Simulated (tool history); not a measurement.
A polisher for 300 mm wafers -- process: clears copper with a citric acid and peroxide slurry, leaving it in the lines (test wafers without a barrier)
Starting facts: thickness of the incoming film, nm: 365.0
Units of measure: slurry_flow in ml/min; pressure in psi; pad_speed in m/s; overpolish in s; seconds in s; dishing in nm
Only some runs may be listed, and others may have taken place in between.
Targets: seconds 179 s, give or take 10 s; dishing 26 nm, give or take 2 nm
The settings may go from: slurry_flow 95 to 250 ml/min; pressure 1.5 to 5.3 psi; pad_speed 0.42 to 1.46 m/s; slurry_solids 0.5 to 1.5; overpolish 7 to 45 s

{"run": 1, "day": 0.0, "slurry_flow": 160, "pressure": 3.4, "pad_speed": 0.94, "slurry_solids": 1, "overpolish": 23, "seconds": 121.82, "dishing": 45.553}
{"run": 2, "day": 0.154, "slurry_flow": 130, "pressure": 3.4, "pad_speed": 0.94, "slurry_solids": 1, "overpolish": 23, "seconds": 128.5, "dishing": 43.447}
{"run": 3, "day": 0.229, "slurry_flow": 130, "pressure": 3.7, "pad_speed": 0.94, "slurry_solids": 1, "overpolish": 23, "seconds": 119, "dishing": 46.245}
{"run": 4, "day": 0.562, "slurry_flow": 110, "pressure": 3.7, "pad_speed": 0.94, "slurry_solids": 1, "overpolish": 23, "seconds": 122.33, "dishing": 43.786}
{"run": 5, "day": 0.9, "slurry_flow": 95, "pressure": 3.7, "pad_speed": 0.94, "slurry_solids": 1, "overpolish": 23, "seconds": 129.05, "dishing": 42.937}
{"run": 6, "day": 0.962, "slurry_flow": 95, "pressure": 3.7, "pad_speed": 1.12, "slurry_solids": 1, "overpolish": 23, "seconds": 109.02, "dishing": 49.377}
{"run": 7, "day": 1.071, "slurry_flow": 100, "pressure": 3.2, "pad_speed": 1.1, "slurry_solids": 1, "overpolish": 21, "seconds": 122.5, "dishing": 40.253}
{"run": 8, "day": 1.238, "slurry_flow": 100, "pressure": 2.8, "pad_speed": 1.08, "slurry_solids": 1, "overpolish": 21, "seconds": 147.33, "dishing": 35.596}
{"run": 9, "day": 1.354, "slurry_flow": 100, "pressure": 2.8, "pad_speed": 1.08, "slurry_solids": 1, "overpolish": 21, "seconds": 145.98, "dishing": 34.743}
{"run": 10, "day": 1.446, "slurry_flow": 100, "pressure": 2.6, "pad_speed": 1.08, "slurry_solids": 1, "overpolish": 20, "seconds": 159.51, "dishing": 32.123}
{"run": 11, "day": 1.508, "slurry_flow": 100, "pressure": 2.5, "pad_speed": 1.08, "slurry_solids": 1, "overpolish": 19, "seconds": 161.19, "dishing": 30.112}
{"run": 12, "day": 1.558, "slurry_flow": 100, "pressure": 2.4, "pad_speed": 1.08, "slurry_solids": 1, "overpolish": 19, "seconds": 170.08, "dishing": 28.747}

Next run, 4 choices. One meets every target within its allowed miss, the rest don't. Which?
{"run": "A", "day": 1.608, "slurry_flow": 95, "pressure": 2.5, "pad_speed": 0.98, "slurry_solids": 1, "overpolish": 18, "seconds": "?", "dishing": "?"}
{"run": "B", "day": 1.608, "slurry_flow": 105, "pressure": 2.7, "pad_speed": 1.1, "slurry_solids": 0.9, "overpolish": 15, "seconds": "?", "dishing": "?"}
{"run": "C", "day": 1.608, "slurry_flow": 95, "pressure": 3.7, "pad_speed": 0.8, "slurry_solids": 0.9, "overpolish": 15, "seconds": "?", "dishing": "?"}
{"run": "D", "day": 1.608, "slurry_flow": 110, "pressure": 2.4, "pad_speed": 1.14, "slurry_solids": 1.2, "overpolish": 19, "seconds": "?", "dishing": "?"}

move=A seconds=177.75 dishing=25.528
move=B seconds=146.44 dishing=25.842
move=C seconds=151.56 dishing=25.293
move=D seconds=146.8 dishing=31.522
A: all results in spec
B: brings the last run's worst result on target, with another outside its allowed miss
C: brings the last run's worst result on target, with another outside its allowed miss
D: lands further from the targets than the last run did
Go with A: it meets all targets.
